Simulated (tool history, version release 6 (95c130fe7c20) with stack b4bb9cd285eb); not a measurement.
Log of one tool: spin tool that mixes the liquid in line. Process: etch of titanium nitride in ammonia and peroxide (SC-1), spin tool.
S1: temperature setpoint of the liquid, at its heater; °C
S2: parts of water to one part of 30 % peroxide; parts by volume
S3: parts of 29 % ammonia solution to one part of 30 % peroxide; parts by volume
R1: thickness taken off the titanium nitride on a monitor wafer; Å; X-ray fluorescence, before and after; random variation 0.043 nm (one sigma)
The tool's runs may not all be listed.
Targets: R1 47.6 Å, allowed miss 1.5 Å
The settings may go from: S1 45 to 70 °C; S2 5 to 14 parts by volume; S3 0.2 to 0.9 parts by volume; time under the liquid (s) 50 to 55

{"run": 1, "day": 0.0, "S1": 61, "S2": 7.5, "S3": 0.5, "time under the liquid (s)": 50, "R1": 70.674}
{"run": 2, "day": 0.129, "S1": 61, "S2": 7.5, "S3": 0.5, "time under the liquid (s)": 55, "R1": 76.763}
{"run": 3, "day": 0.179, "S1": 60, "S2": 7.5, "S3": 0.5, "time under the liquid (s)": 55, "R1": 72.59}
{"run": 4, "day": 0.396, "S1": 59, "S2": 7.5, "S3": 0.5, "time under the liquid (s)": 55, "R1": 68}
{"run": 5, "day": 0.729, "S1": 59, "S2": 10, "S3": 0.5, "time under the liquid (s)": 55, "R1": 59.295}
{"run": 6, "day": 1.033, "S1": 58.5, "S2": 10, "S3": 0.5, "time under the liquid (s)": 55, "R1": 58.127}
{"run": 7, "day": 1.15, "S1": 58, "S2": 10, "S3": 0.5, "time under the liquid (s)": 55, "R1": 55.078}
{"run": 8, "day": 1.467, "S1": 57.5, "S2": 10, "S3": 0.5, "time under the liquid (s)": 55, "R1": 52.708}
{"run": 9, "day": 1.6, "S1": 56.5, "S2": 10, "S3": 0.5, "time under the liquid (s)": 55, "R1": 50.251}

4 next moves are on the table. One of them brings every result within its allowed miss. Which?
{"run": "A", "day": 1.733, "S1": 52.5, "S2": 5.5, "S3": 0.6, "time under the liquid (s)": 50, "R1": "?"}
{"run": "B", "day": 1.733, "S1": 57.5, "S2": 10, "S3": 0.55, "time under the liquid (s)": 55, "R1": "?"}
{"run": "C", "day": 1.733, "S1": 55.5, "S2": 8.5, "S3": 0.4, "time under the liquid (s)": 50, "R1": "?"}
{"run": "D", "day": 1.733, "S1": 52, "S2": 7.5, "S3": 0.55, "time under the liquid (s)": 55, "R1": "?"}

move=A R1=47.385
move=B R1=53.631
move=C R1=43.891
move=D R1=42.788
A: meets every target
B: further off than the last run
C: takes the result that was furthest off past its target
D: takes the result that was furthest off past its target
Answer: A
